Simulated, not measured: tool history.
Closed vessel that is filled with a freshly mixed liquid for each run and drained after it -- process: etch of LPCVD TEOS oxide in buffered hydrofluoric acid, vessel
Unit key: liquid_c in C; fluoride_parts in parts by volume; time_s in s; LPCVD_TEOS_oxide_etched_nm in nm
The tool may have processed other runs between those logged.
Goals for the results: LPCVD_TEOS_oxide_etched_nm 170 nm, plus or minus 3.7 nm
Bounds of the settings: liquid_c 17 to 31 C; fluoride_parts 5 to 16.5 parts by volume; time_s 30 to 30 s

run	hour	liquid_c	fluoride_parts	time_s	LPCVD_TEOS_oxide_etched_nm
1	0	23	10	30	102.42
2	5.1	23	7	30	142.8
3	13.8	23.5	7	30	147.49
4	19.9	23.5	7	30	147.83
5	22.1	23.5	5	30	197.9
6	24.5	23	5	30	191.19
7	25.8	22.5	5	30	186.5
8	30.2	22	5	30	180.8
9	31.5	22	5	30	181.01

Which of these 4 next moves meets every target?
A	32.8	23.5	5.5	30	?
B	32.8	21.5	5	30	?
C	32.8	22.5	5.5	30	?
D	32.8	20	5	30	?

move	LPCVD_TEOS_oxide_etched_nm
A	181.33
B	176.1
C	171.67
D	162.02
A: about the same distance from the targets as the last run
B: an improvement on the last run, though not all results are within tolerance
C: all results land within tolerance of their targets
D: takes the biggest miss from the last run beyond its target
So the answer is move C, the one that meets all the targets.

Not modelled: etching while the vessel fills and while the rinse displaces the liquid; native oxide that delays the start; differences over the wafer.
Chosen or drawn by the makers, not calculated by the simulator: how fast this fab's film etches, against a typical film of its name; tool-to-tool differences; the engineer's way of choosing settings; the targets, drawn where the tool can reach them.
